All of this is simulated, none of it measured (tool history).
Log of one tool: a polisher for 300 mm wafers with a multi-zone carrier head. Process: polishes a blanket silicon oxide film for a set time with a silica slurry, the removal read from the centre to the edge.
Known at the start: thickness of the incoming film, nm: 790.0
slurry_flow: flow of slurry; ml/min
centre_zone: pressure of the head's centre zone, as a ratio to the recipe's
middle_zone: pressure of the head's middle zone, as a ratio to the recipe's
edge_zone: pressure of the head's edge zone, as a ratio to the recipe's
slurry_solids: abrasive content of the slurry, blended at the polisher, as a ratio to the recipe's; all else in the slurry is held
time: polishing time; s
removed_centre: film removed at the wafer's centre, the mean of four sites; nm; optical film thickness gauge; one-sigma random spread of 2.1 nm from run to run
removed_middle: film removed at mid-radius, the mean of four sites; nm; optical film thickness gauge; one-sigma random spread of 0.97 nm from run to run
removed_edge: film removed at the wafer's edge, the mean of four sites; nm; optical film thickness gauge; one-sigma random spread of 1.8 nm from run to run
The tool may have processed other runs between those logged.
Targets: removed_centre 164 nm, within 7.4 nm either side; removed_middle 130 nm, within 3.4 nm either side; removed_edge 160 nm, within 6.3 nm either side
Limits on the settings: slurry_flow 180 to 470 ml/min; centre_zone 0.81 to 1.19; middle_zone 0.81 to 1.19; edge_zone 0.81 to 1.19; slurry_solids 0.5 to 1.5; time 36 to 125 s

{"run": 1, "hour": 0.0, "slurry_flow": 300, "centre_zone": 1, "middle_zone": 1, "edge_zone": 1, "slurry_solids": 1, "time": 80, "removed_centre": 132.64, "removed_middle": 128.89, "removed_edge": 136.24}
{"run": 2, "hour": 6.4, "slurry_flow": 270, "centre_zone": 1, "middle_zone": 1, "edge_zone": 1, "slurry_solids": 1, "time": 80, "removed_centre": 129.38, "removed_middle": 129.45, "removed_edge": 133.04}
{"run": 3, "hour": 15.0, "slurry_flow": 210, "centre_zone": 1, "middle_zone": 1, "edge_zone": 1, "slurry_solids": 1, "time": 80, "removed_centre": 125.77, "removed_middle": 124.93, "removed_edge": 128.36}
{"run": 4, "hour": 16.1, "slurry_flow": 210, "centre_zone": 1, "middle_zone": 1, "edge_zone": 1, "slurry_solids": 1, "time": 72, "removed_centre": 114.02, "removed_middle": 110.65, "removed_edge": 115.68}
{"run": 5, "hour": 20.1, "slurry_flow": 210, "centre_zone": 1, "middle_zone": 0.96, "edge_zone": 1, "slurry_solids": 1, "time": 72, "removed_centre": 113.03, "removed_middle": 109.8, "removed_edge": 116.3}
{"run": 6, "hour": 23.2, "slurry_flow": 210, "centre_zone": 1, "middle_zone": 1.01, "edge_zone": 1, "slurry_solids": 1, "time": 72, "removed_centre": 112.63, "removed_middle": 113.4, "removed_edge": 115.06}
{"run": 7, "hour": 29.7, "slurry_flow": 250, "centre_zone": 1.1, "middle_zone": 0.91, "edge_zone": 1.1, "slurry_solids": 1.25, "time": 74, "removed_centre": 142.87, "removed_middle": 122.14, "removed_edge": 144.81}
{"run": 8, "hour": 35.6, "slurry_flow": 265, "centre_zone": 1.11, "middle_zone": 0.91, "edge_zone": 1.11, "slurry_solids": 1.25, "time": 74, "removed_centre": 146.76, "removed_middle": 123.82, "removed_edge": 141.83}
{"run": 9, "hour": 36.7, "slurry_flow": 270, "centre_zone": 1.11, "middle_zone": 0.9, "edge_zone": 1.12, "slurry_solids": 1.3, "time": 74, "removed_centre": 149.14, "removed_middle": 123.72, "removed_edge": 145.54}
{"run": 10, "hour": 45.7, "slurry_flow": 270, "centre_zone": 1.11, "middle_zone": 0.9, "edge_zone": 1.13, "slurry_solids": 1.35, "time": 74, "removed_centre": 151.81, "removed_middle": 124.77, "removed_edge": 147.44}
{"run": 11, "hour": 48.0, "slurry_flow": 265, "centre_zone": 1.11, "middle_zone": 0.9, "edge_zone": 1.14, "slurry_solids": 1.4, "time": 74, "removed_centre": 154.64, "removed_middle": 127.93, "removed_edge": 151.73}
{"run": 12, "hour": 51.0, "slurry_flow": 265, "centre_zone": 1.11, "middle_zone": 0.9, "edge_zone": 1.15, "slurry_solids": 1.4, "time": 74, "removed_centre": 150.61, "removed_middle": 126.44, "removed_edge": 153.61}

Below are 5 possible settings for the next run. Only one of them brings all results inside the allowed miss of their targets. Which is it?
{"run": "A", "hour": 54.0, "slurry_flow": 250, "centre_zone": 1.07, "middle_zone": 0.9, "edge_zone": 1.19, "slurry_solids": 1.5, "time": 74, "removed_centre": "?", "removed_middle": "?", "removed_edge": "?"}
{"run": "B", "hour": 54.0, "slurry_flow": 220, "centre_zone": 1.19, "middle_zone": 0.9, "edge_zone": 1.19, "slurry_solids": 1.3, "time": 79, "removed_centre": "?", "removed_middle": "?", "removed_edge": "?"}
{"run": "C", "hour": 54.0, "slurry_flow": 260, "centre_zone": 1.11, "middle_zone": 0.85, "edge_zone": 1.11, "slurry_solids": 1.35, "time": 73, "removed_centre": "?", "removed_middle": "?", "removed_edge": "?"}
{"run": "D", "hour": 54.0, "slurry_flow": 255, "centre_zone": 1.19, "middle_zone": 0.81, "edge_zone": 1.19, "slurry_solids": 1.5, "time": 74, "removed_centre": "?", "removed_middle": "?", "removed_edge": "?"}
{"run": "E", "hour": 54.0, "slurry_flow": 235, "centre_zone": 1.17, "middle_zone": 0.83, "edge_zone": 1.19, "slurry_solids": 1.4, "time": 77, "removed_centre": "?", "removed_middle": "?", "removed_edge": "?"}

move=A removed_centre=150.9 removed_middle=128.37 removed_edge=157.45
move=B removed_centre=162.93 removed_middle=127.2 removed_edge=156.81
move=C removed_centre=148.13 removed_middle=117.56 removed_edge=144.56
move=D removed_centre=165.09 removed_middle=119.77 removed_edge=157.93
move=E removed_centre=163 removed_middle=122.05 removed_edge=158.71
A: roughly where the last run was
B: every result within its allowed miss
C: its largest miss is bigger than the last run's
D: puts the biggest miss on target and leaves a different result outside tolerance
E: puts the biggest miss on target and leaves a different result outside tolerance
B meets every target.
